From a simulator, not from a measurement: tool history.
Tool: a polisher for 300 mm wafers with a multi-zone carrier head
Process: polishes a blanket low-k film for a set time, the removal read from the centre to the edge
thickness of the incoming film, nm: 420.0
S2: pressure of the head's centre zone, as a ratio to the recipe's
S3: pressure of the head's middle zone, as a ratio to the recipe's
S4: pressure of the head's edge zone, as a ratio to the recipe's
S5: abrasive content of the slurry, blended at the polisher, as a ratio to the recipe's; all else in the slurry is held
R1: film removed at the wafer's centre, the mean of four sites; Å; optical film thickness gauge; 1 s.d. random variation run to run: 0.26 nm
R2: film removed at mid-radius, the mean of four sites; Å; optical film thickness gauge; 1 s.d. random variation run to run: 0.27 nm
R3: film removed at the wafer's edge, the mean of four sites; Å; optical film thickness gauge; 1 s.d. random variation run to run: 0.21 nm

Run 1, day 0.000: flow of slurry (ml/min) 300, S2 1.00, S3 1.00, S4 1.00, S5 1.00, polishing time (s) 76. Result: R1 295.94 Å, R2 298.43 Å, R3 296.89 Å.
Run 2, day 0.067: flow of slurry (ml/min) 300, S2 1.00, S3 1.00, S4 1.04, S5 1.00, polishing time (s) 76. Result: R1 294.42 Å, R2 303.31 Å, R3 301.37 Å.
Run 3, day 0.425: flow of slurry (ml/min) 300, S2 1.08, S3 1.00, S4 1.04, S5 1.00, polishing time (s) 76. Result: R1 311.60 Å, R2 295.63 Å, R3 305.96 Å.
Run 4, day 0.604: flow of slurry (ml/min) 290, S2 1.05, S3 0.96, S4 1.06, S5 0.90, polishing time (s) 76. Result: R1 297.39 Å, R2 272.37 Å, R3 291.47 Å.
Run 5, day 0.783: flow of slurry (ml/min) 290, S2 1.05, S3 1.03, S4 1.06, S5 0.90, polishing time (s) 76. Result: R1 295.72 Å, R2 288.96 Å, R3 292.58 Å.
At day 1.058: worn pad replaced by a new one.
Run 6, day 1.058: flow of slurry (ml/min) 280, S2 1.00, S3 0.99, S4 1.09, S5 0.80, polishing time (s) 75. Result: R1 286.81 Å, R2 282.79 Å, R3 306.61 Å.

What does the tool deliver on the next run?
Run 7, day 1.433: flow of slurry (ml/min) 275, S2 0.97, S3 0.96, S4 1.06, S5 0.75, polishing time (s) 73. Result: R1 ?, R2 ?, R3 ?.

{"run 7": {"R1": 261.77, "R2": 259.39, "R3": 278.98}}

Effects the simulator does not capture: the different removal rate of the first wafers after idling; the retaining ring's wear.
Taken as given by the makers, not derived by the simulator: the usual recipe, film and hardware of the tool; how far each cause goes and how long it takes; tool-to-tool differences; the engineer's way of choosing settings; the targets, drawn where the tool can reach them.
